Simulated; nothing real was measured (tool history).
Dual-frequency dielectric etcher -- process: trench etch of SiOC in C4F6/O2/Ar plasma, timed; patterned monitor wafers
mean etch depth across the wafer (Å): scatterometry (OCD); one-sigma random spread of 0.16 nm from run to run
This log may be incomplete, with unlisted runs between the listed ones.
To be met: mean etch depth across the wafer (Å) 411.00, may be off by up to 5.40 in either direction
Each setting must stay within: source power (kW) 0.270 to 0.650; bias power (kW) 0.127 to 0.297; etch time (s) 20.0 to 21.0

run	day	source power (kW)	bias power (kW)	etch time (s)	mean etch depth across the wafer (Å)
1	0.000	0.460	0.212	20.0	477.78
2	0.058	0.440	0.211	20.0	465.14
3	0.229	0.440	0.211	21.0	485.81
4	0.583	0.390	0.211	21.0	459.20
5	0.829	0.380	0.211	21.0	453.43
6	1.167	0.370	0.211	21.0	442.62
7	1.425	0.360	0.211	21.0	436.65
8	1.683	0.340	0.210	21.0	421.03

Consider the 4 candidate settings below. Which is the only one whose results all fall within their allowed miss of target?
A	1.942	0.350	0.222	20.5	?
B	1.942	0.330	0.217	20.5	?
C	1.942	0.360	0.228	20.5	?
D	1.942	0.330	0.240	20.5	?

move	mean etch depth across the wafer (Å)
A	427.34
B	409.44
C	438.66
D	425.64
A: lands further from the targets than the last run did
B: hits every target within its allowed miss
C: lands further from the targets than the last run did
D: lands further from the targets than the last run did
Go with B: it meets all targets.

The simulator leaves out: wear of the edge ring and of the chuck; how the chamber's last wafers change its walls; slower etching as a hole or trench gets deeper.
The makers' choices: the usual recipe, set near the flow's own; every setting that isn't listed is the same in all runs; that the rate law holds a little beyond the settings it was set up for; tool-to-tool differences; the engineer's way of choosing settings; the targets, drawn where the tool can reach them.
